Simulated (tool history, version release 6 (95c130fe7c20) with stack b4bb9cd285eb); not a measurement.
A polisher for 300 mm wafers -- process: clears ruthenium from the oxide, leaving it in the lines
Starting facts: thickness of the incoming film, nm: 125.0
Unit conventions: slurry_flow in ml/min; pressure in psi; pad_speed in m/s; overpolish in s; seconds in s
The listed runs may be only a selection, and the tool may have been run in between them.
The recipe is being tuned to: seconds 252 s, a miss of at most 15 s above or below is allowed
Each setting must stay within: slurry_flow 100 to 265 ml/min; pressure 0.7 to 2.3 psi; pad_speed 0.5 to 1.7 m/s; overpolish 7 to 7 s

run  hour  slurry_flow  pressure  pad_speed  overpolish  seconds
  1     0          170       1.5        1.1           7   143.12
  2   7.5          170       1.3        1.1           7   161.75
  3  15.3          170       1.2       1.08           7   179.83
  4  17.8          170       1.2       1.08           7   177.46
  5    26          210       1.2       1.08           7   172.95
  6  26.7          190       1.2       1.08           7   180.05
  7  34.8          190       1.1       1.08           7   188.47
  8  42.7          190         1       1.08           7   211.96
  9  51.1          190       0.9       1.08           7   231.49

Consider the 4 candidate settings below. Which is the only one whose results all fall within their allowed miss of target?
  A  59.5          170       0.7       1.18           7        ?
  B  59.5          200       0.7       1.12           7        ?
  C  59.5          185         1       1.12           7        ?
  D  59.5          130       0.8       1.18           7        ?

move  seconds
   A   274.89
   B   281.96
   C   203.46
   D   255.71
A: carries the result that was furthest off beyond its target, to the other side
B: carries the result that was furthest off beyond its target, to the other side
C: the biggest miss grows against the last run
D: every result lands within tolerance
So the answer is move D, the one that meets all the targets.
